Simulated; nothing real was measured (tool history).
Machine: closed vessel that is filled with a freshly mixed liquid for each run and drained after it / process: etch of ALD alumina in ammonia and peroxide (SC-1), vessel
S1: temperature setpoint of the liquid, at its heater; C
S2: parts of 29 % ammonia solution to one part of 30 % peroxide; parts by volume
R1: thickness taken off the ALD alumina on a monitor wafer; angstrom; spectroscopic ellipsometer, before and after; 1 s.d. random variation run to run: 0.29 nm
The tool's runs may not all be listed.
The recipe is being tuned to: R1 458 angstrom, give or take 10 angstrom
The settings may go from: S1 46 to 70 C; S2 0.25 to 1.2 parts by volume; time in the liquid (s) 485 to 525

{"run": 1, "hour": 0.0, "S1": 62, "S2": 0.95, "time in the liquid (s)": 485, "R1": 558.22}
{"run": 2, "hour": 7.2, "S1": 61, "S2": 0.95, "time in the liquid (s)": 485, "R1": 539.46}
{"run": 3, "hour": 10.1, "S1": 61, "S2": 0.95, "time in the liquid (s)": 485, "R1": 535.07}
{"run": 4, "hour": 13.9, "S1": 60, "S2": 0.95, "time in the liquid (s)": 485, "R1": 517.93}
{"run": 5, "hour": 19.9, "S1": 60, "S2": 0.95, "time in the liquid (s)": 485, "R1": 508.65}
{"run": 6, "hour": 26.6, "S1": 60, "S2": 0.95, "time in the liquid (s)": 485, "R1": 505.72}
{"run": 7, "hour": 33.1, "S1": 59.5, "S2": 0.95, "time in the liquid (s)": 485, "R1": 496.75}
{"run": 8, "hour": 40.0, "S1": 57.5, "S2": 0.95, "time in the liquid (s)": 485, "R1": 449.19}

Which of these 5 next moves meets every target?
{"run": "A", "hour": 46.9, "S1": 56.5, "S2": 0.95, "time in the liquid (s)": 485, "R1": "?"}
{"run": "B", "hour": 46.9, "S1": 57, "S2": 0.65, "time in the liquid (s)": 505, "R1": "?"}
{"run": "C", "hour": 46.9, "S1": 57.5, "S2": 1, "time in the liquid (s)": 490, "R1": "?"}
{"run": "D", "hour": 46.9, "S1": 56, "S2": 0.75, "time in the liquid (s)": 520, "R1": "?"}
{"run": "E", "hour": 46.9, "S1": 55.5, "S2": 1.2, "time in the liquid (s)": 485, "R1": "?"}

move=A R1=424.23
move=B R1=437.49
move=C R1=453.84
move=D R1=433.24
move=E R1=411.45
A: its largest miss is bigger than the last run's
B: its largest miss is bigger than the last run's
C: each result inside its tolerance
D: its largest miss is bigger than the last run's
E: its largest miss is bigger than the last run's
C is the move that brings every result within its allowed miss.

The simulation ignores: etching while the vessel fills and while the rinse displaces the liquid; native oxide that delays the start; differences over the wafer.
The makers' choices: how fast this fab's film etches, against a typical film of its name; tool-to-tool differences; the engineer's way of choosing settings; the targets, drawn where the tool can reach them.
